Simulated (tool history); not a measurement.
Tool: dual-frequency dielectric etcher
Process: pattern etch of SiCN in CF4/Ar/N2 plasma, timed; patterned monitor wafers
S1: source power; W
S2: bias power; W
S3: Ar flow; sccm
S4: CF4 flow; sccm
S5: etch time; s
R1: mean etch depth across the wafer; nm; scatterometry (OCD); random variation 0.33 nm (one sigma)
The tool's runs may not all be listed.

run,day,S1,S2,S3,S4,S5,R1
1,0.000,530,72,102,51,57.5,49.135
2,0.346,530,72,102,51,53.0,45.082
3,0.512,570,72,102,51,53.0,47.843
4,0.608,590,74,101,51,53.0,50.001
5,0.758,590,74,101,55,53.0,50.199
6,1.096,590,74,101,55,57.5,54.099

The next listed run, before its measurement:
7,1.362,690,75,101,55,57.5,?

{"run 7": {"R1": 61.637}}
